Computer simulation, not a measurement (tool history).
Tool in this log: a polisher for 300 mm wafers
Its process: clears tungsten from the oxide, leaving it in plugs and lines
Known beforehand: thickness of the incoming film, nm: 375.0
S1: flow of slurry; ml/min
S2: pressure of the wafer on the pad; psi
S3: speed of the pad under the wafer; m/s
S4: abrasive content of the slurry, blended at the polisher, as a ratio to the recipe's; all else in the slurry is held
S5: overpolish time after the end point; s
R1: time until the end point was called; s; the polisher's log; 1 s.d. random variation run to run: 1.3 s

run,hour,S1,S2,S3,S4,S5,R1
1,0,300,4.4,0.86,1,17,78.678
2,5.1,300,4.4,0.86,0.9,17,79.719
3,9.4,300,4.4,0.86,0.7,17,86.339
4,14,300,4.8,0.86,0.7,17,79.076
5,21.5,300,4.8,0.86,0.55,17,83.759
6,27.2,300,4.8,0.86,0.55,17,83.832
7,35.7,300,4.5,0.86,0.55,17,87.63
8,36.3,300,4.2,0.86,0.55,17,92.155
9,41,300,3.9,0.86,0.55,17,100.25
10,43.6,300,3.8,0.86,0.55,17,100.68

Run 11 comes next. What will it give?
11,48.5,300,3.7,0.86,0.55,17,?

Run 11 gave R1 102.67 s.
